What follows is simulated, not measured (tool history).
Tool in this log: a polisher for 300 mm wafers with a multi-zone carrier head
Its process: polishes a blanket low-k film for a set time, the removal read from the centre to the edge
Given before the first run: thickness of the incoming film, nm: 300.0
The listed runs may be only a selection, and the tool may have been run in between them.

| run | hour | flow of slurry (ml/min) | pressure of the head's centre zone | pressure of the head's middle zone | pressure of the head's edge zone | abrasive content of the slurry | polishing time (s) | film removed at the wafer's centre (nm) | film removed at mid-radius (nm) | film removed at the wafer's edge (nm) |
|---|---|---|---|---|---|---|---|---|---|---|
| 1 | 0 | 285 | 1 | 1 | 1 | 1 | 77 | 32.888 | 32.684 | 31.954 |
| 2 | 7.5 | 285 | 1 | 0.92 | 1 | 1 | 77 | 32.575 | 30.82 | 31.935 |
| 3 | 12.9 | 285 | 1.02 | 0.91 | 0.97 | 0.95 | 77 | 32.458 | 30.31 | 31.61 |
| 4 | 19.8 | 285 | 1.02 | 0.91 | 1.05 | 0.95 | 77 | 33.118 | 30.115 | 32.778 |
| 5 | 20.9 | 290 | 1.05 | 0.91 | 1.01 | 0.85 | 76 | 32.149 | 28.715 | 30.026 |
| 6 | 28.2 | 290 | 1.05 | 0.91 | 0.97 | 0.85 | 76 | 32.093 | 29.039 | 28.993 |
| 7 | 32.3 | 285 | 1.06 | 0.89 | 0.96 | 0.8 | 76 | 31.385 | 28.082 | 29.612 |
| 8 | 41.1 | 300 | 1.08 | 0.89 | 0.95 | 0.75 | 75 | 31.33 | 26.483 | 27.427 |

For run 9, what comes out?
| 9 | 42.1 | 305 | 1.08 | 0.89 | 0.93 | 0.75 | 75 | ? | ? | ? |

For run 9 the tool returned film removed at the wafer's centre (nm) 31.572, film removed at mid-radius (nm) 26.707, film removed at the wafer's edge (nm) 27.507.

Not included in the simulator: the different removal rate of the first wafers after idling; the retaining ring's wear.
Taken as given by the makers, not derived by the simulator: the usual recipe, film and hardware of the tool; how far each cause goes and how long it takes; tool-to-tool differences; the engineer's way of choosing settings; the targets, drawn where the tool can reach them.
